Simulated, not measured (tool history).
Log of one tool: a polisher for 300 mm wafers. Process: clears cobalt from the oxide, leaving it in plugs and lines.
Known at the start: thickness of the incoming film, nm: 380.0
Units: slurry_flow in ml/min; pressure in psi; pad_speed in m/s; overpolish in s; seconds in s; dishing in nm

run	day	slurry_flow	pressure	pad_speed	overpolish	seconds	dishing
1	0	310	2.4	1	11	61.391	38.182
2	0.208	310	2.7	1	12	55.464	42.909
3	0.296	310	2.7	1	15	55.335	46.637
4	0.529	370	2.7	1	15	53.921	44.991
5	0.867	380	2.9	1	15	49.891	48.05
6	1.017	385	3.1	1	14	47.706	46.556
7	1.142	390	3.3	1	14	44.19	46.808
8	1.225	390	3.4	1	14	43.089	49.734
9	1.35	395	3.5	1	14	41.652	48.028
10	1.546	395	3.6	1	14	40.457	51.028

The next listed run, before its measurement:
11	1.588	400	3.6	1	14	?	?

Run 11 gave seconds 40.709 s, dishing 47.639 nm.

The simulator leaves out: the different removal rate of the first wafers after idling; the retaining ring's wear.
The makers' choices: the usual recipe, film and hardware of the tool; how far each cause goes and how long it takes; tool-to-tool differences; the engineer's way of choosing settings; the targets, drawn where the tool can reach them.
